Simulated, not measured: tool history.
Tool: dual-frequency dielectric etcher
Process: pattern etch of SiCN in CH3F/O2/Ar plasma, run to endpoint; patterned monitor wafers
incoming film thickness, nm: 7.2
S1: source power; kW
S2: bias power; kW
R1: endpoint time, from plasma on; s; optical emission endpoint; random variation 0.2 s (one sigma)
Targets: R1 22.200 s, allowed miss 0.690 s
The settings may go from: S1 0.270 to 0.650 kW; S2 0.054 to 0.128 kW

run	hour	S1	S2	R1
1	0.0	0.460	0.091	17.752
2	7.0	0.420	0.086	18.708
3	14.7	0.500	0.086	16.983
4	22.4	0.500	0.072	17.899
5	24.3	0.500	0.081	17.355
6	32.0	0.440	0.081	18.513
7	35.4	0.410	0.079	19.432
8	39.8	0.390	0.078	19.775
9	41.6	0.370	0.077	20.262
10	50.3	0.350	0.076	20.945

Which of these 5 next moves meets every target?
A	59.0	0.380	0.073	?
B	59.0	0.420	0.087	?
C	59.0	0.370	0.075	?
D	59.0	0.370	0.055	?
E	59.0	0.410	0.078	?

move	R1
A	20.268
B	18.318
C	20.380
D	22.203
E	19.148
A: further off than the last run
B: further off than the last run
C: further off than the last run
D: meets every target
E: further off than the last run
The right move is D.
